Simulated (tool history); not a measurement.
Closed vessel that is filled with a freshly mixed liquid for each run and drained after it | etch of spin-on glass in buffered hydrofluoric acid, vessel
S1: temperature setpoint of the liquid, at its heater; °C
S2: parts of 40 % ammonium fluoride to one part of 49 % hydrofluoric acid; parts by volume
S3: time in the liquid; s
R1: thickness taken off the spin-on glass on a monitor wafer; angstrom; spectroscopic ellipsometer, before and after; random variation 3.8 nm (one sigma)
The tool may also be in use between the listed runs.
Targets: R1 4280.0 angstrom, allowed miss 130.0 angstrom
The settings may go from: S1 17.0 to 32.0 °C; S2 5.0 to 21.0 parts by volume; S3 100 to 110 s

run 1 day=0.000 | S1=24.0 S2=13.0 S3=100 | R1=2428.3
run 2 day=0.246 | S1=25.0 S2=12.5 S3=100 | R1=2721.6
run 3 day=0.600 | S1=26.0 S2=12.5 S3=100 | R1=2848.7
run 4 day=0.638 | S1=26.0 S2=12.5 S3=100 | R1=2825.3
run 5 day=0.688 | S1=27.0 S2=12.5 S3=100 | R1=3035.4
run 6 day=1.004 | S1=27.0 S2=12.5 S3=110 | R1=3311.1
run 7 day=1.183 | S1=27.5 S2=12.5 S3=110 | R1=3400.8
run 8 day=1.229 | S1=28.0 S2=12.5 S3=110 | R1=3471.3
run 9 day=1.367 | S1=28.5 S2=12.5 S3=110 | R1=3593.6
run 10 day=1.450 | S1=29.0 S2=12.5 S3=110 | R1=3680.4
run 11 day=1.838 | S1=29.5 S2=12.5 S3=110 | R1=3752.7
run 12 day=1.988 | S1=30.0 S2=12.5 S3=110 | R1=3869.0

Which of these 4 next moves meets every target?
run A day=2.138 | S1=29.0 S2=10.0 S3=110 | R1=?
run B day=2.138 | S1=29.5 S2=12.5 S3=105 | R1=?
run C day=2.138 | S1=31.0 S2=11.5 S3=105 | R1=?
run D day=2.138 | S1=31.5 S2=11.0 S3=105 | R1=?

move=A R1=4545.2
move=B R1=3584.3
move=C R1=4206.1
move=D R1=4507.9
A: takes the result that was furthest off past its target
B: further off than the last run
C: meets every target
D: takes the result that was furthest off past its target
Answer: C
